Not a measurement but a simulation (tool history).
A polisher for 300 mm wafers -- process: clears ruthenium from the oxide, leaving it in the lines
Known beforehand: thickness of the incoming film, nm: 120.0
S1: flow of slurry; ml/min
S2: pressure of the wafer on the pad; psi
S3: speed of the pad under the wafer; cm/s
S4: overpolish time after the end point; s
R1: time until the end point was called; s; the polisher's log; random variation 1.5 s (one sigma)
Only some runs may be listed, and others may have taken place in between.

| run | day | S1 | S2 | S3 | S4 | R1 |
|---|---|---|---|---|---|---|
| 1 | 0.000 | 310 | 2.5 | 80 | 25 | 145.01 |
| 2 | 0.079 | 310 | 2.5 | 60 | 25 | 189.95 |
| 3 | 0.212 | 310 | 3.0 | 62 | 25 | 158.00 |
| 4 | 0.350 | 310 | 3.3 | 66 | 25 | 137.34 |
|  | 0.554 | worn pad replaced by a new one |
| 5 | 0.554 | 355 | 3.3 | 66 | 25 | 130.12 |
| 6 | 0.767 | 370 | 3.5 | 66 | 25 | 121.68 |
| 7 | 0.871 | 375 | 3.6 | 66 | 25 | 121.75 |
| 8 | 0.988 | 375 | 3.6 | 66 | 25 | 118.67 |

The next listed run, before its measurement:
| 9 | 1.242 | 380 | 3.7 | 68 | 25 | ? |

R1: 112.13 s

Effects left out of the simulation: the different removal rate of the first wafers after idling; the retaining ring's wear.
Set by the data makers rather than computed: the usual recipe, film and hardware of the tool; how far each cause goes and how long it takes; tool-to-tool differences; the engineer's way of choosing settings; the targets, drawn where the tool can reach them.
